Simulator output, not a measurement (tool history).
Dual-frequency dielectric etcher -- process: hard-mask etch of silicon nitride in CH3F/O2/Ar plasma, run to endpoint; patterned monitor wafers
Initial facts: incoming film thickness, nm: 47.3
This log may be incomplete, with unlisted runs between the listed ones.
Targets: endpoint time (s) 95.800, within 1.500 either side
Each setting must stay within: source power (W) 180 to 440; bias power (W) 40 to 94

run  hour  source power (W)  bias power (W)  endpoint time (s)
  1   0.0               310              67             85.635
  2   7.3               310              77             81.159
  3   7.8               310              69             85.218
  4  11.5               290              68             88.777
  5  17.3               290              61             92.307
  6  23.9               290              69             88.081
  7  29.6               280              69             88.790
  8  33.5               270              69             91.179
  9  41.3               260              69             92.302

Exercise: of the 4 proposed moves below, exactly one satisfies all targets within the stated allowed misses. Which move is it?
  A  49.1               270              75                  ?
  B  49.1               280              65                  ?
  C  49.1               240              66                  ?
  D  49.1               220              78                  ?

move  endpoint time (s)
   A             87.621
   B             91.764
   C             98.520
   D             95.540
A: moves away from the targets compared with the last run
B: moves away from the targets compared with the last run
C: takes the result that was furthest off past its target
D: each result inside its tolerance
Answer: D

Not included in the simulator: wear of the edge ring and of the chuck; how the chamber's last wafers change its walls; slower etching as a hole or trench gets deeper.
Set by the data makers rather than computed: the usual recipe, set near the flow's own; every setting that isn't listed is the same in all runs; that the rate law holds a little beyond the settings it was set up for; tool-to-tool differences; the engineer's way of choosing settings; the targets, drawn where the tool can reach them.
